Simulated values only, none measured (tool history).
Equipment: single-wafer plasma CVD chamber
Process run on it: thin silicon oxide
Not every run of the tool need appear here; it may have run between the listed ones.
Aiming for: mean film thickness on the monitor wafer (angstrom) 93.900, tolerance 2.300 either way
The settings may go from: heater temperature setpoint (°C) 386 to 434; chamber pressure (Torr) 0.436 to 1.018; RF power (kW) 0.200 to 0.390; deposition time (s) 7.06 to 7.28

run    day  heater temperature setpoint (°C)  chamber pressure (Torr)  RF power (kW)  deposition time (s)  mean film thickness on the monitor wafer (angstrom)
  1  0.000                               410                    0.727          0.295                 7.06                                              107.030
  2  0.254                               410                    0.718          0.295                 7.06                                              105.370
  3  0.371                               419                    0.718          0.295                 7.06                                              104.570
  4  0.596                               419                    0.710          0.295                 7.06                                              104.180
  5  0.725                               419                    0.703          0.295                 7.06                                              102.660
  6  0.750                               419                    0.580          0.295                 7.06                                               84.839
  7  0.900                               419                    0.586          0.295                 7.06                                               85.714
  8  0.996                               419                    0.592          0.295                 7.06                                               86.489
  9  1.308                               419                    0.597          0.295                 7.06                                               87.231
 10  1.392                               419                    0.602          0.295                 7.06                                               88.191
 11  1.679                               419                    0.606          0.295                 7.06                                               88.950

Next run, 5 choices. One meets every target within its allowed miss, the rest don't. Which?
  A  1.967                               423                    0.650          0.315                 7.21                                                    ?
  B  1.967                               419                    0.623          0.260                 7.28                                                    ?
  C  1.967                               413                    0.631          0.280                 7.28                                                    ?
  D  1.967                               406                    0.648          0.310                 7.28                                                    ?
  E  1.967                               409                    0.668          0.290                 7.28                                                    ?

move  mean film thickness on the monitor wafer (angstrom)
   A                                               99.638
   B                                               88.627
   C                                               93.342
   D                                              100.770
   E                                              100.700
A: takes the result that was furthest off past its target
B: the biggest miss grows against the last run
C: every result within its allowed miss
D: takes the result that was furthest off past its target
E: takes the result that was furthest off past its target
Correct choice: C, which meets every target

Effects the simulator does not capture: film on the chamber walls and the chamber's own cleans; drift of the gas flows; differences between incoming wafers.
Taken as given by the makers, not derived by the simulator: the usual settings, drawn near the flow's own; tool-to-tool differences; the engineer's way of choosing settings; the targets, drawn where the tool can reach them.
